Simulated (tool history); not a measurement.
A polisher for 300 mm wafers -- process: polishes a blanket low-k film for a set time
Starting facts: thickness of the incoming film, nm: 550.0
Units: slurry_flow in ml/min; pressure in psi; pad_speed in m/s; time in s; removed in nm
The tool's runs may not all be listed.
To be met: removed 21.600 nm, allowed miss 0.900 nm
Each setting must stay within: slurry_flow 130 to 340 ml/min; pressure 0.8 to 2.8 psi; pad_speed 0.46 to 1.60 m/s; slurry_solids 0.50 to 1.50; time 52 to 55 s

run,hour,slurry_flow,pressure,pad_speed,slurry_solids,time,removed
1,0.0,220,1.8,1.02,1.00,52,16.459
2,7.4,220,1.8,1.02,1.00,52,16.807
3,10.3,220,1.8,1.02,0.90,52,16.114
4,16.8,220,1.9,1.02,0.90,52,16.825
# hour 19.4: worn pad replaced by a new one
5,19.4,220,2.0,1.02,0.90,52,18.476
6,26.0,220,2.0,1.02,0.80,52,17.414
7,33.5,220,2.1,1.02,0.80,52,18.729
8,40.7,220,2.2,1.02,0.80,52,19.107
9,41.9,220,2.3,1.02,0.80,52,19.669
10,45.8,220,2.4,1.02,0.80,52,20.355

Which of these 4 next moves meets every target?
A,49.7,210,1.9,1.10,0.80,54,?
B,49.7,195,2.4,1.04,0.75,52,?
C,49.7,205,2.2,1.02,0.80,54,?
D,49.7,260,2.4,0.96,0.85,55,?

move,removed
A,18.625
B,19.765
C,19.493
D,21.293
A: its largest miss is bigger than the last run's
B: its largest miss is bigger than the last run's
C: its largest miss is bigger than the last run's
D: all results in spec
The right move is D.
